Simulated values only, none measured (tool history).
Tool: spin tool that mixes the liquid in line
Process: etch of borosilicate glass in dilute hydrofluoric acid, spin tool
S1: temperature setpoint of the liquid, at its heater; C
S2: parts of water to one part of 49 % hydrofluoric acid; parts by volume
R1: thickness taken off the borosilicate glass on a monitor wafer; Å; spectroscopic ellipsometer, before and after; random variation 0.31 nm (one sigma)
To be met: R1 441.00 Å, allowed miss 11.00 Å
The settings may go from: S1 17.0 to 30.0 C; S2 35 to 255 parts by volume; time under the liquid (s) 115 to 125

Run 1, hour 0.0: S1 22.0 C, S2 145 parts by volume, time under the liquid (s) 115. Result: R1 155.96 Å.
Run 2, hour 6.8: S1 22.0 C, S2 145 parts by volume, time under the liquid (s) 115. Result: R1 156.17 Å.
Run 3, hour 8.9: S1 23.5 C, S2 145 parts by volume, time under the liquid (s) 115. Result: R1 168.24 Å.
Run 4, hour 14.9: S1 25.0 C, S2 125 parts by volume, time under the liquid (s) 115. Result: R1 211.32 Å.
Run 5, hour 22.1: S1 28.0 C, S2 125 parts by volume, time under the liquid (s) 115. Result: R1 235.62 Å.
Run 6, hour 26.3: S1 28.0 C, S2 160 parts by volume, time under the liquid (s) 115. Result: R1 176.45 Å.
Run 7, hour 27.0: S1 28.5 C, S2 135 parts by volume, time under the liquid (s) 115. Result: R1 218.99 Å.
Run 8, hour 32.0: S1 29.0 C, S2 115 parts by volume, time under the liquid (s) 115. Result: R1 271.91 Å.
Run 9, hour 33.5: S1 29.0 C, S2 115 parts by volume, time under the liquid (s) 115. Result: R1 268.38 Å.
Run 10, hour 35.5: S1 29.0 C, S2 115 parts by volume, time under the liquid (s) 115. Result: R1 269.67 Å.
Run 11, hour 43.4: S1 30.0 C, S2 60 parts by volume, time under the liquid (s) 115. Result: R1 580.98 Å.
Run 12, hour 46.4: S1 28.0 C, S2 60 parts by volume, time under the liquid (s) 115. Result: R1 533.49 Å.
Run 13, hour 50.2: S1 26.5 C, S2 60 parts by volume, time under the liquid (s) 115. Result: R1 504.19 Å.
Run 14, hour 55.7: S1 25.5 C, S2 60 parts by volume, time under the liquid (s) 115. Result: R1 484.65 Å.
Run 15, hour 62.4: S1 25.0 C, S2 60 parts by volume, time under the liquid (s) 115. Result: R1 473.44 Å.
Run 16, hour 66.8: S1 24.5 C, S2 60 parts by volume, time under the liquid (s) 115. Result: R1 469.19 Å.
Run 17, hour 67.7: S1 24.5 C, S2 60 parts by volume, time under the liquid (s) 115. Result: R1 464.49 Å.
Run 18, hour 70.4: S1 24.0 C, S2 60 parts by volume, time under the liquid (s) 115. Result: R1 452.60 Å.

5 next moves are on the table. One of them brings every result within its allowed miss. Which?
Run A, hour 73.1: S1 25.0 C, S2 65 parts by volume, time under the liquid (s) 125. Result: R1 ?.
Run B, hour 73.1: S1 23.0 C, S2 60 parts by volume, time under the liquid (s) 115. Result: R1 ?.
Run C, hour 73.1: S1 24.5 C, S2 60 parts by volume, time under the liquid (s) 115. Result: R1 ?.
Run D, hour 73.1: S1 24.0 C, S2 60 parts by volume, time under the liquid (s) 120. Result: R1 ?.
Run E, hour 73.1: S1 22.0 C, S2 55 parts by volume, time under the liquid (s) 120. Result: R1 ?.

move      R1
   A  473.45
   B  437.79
   C  465.50
   D  475.94
   E  481.17
A: further off than the last run
B: meets every target
C: further off than the last run
D: further off than the last run
E: further off than the last run
Answer: B
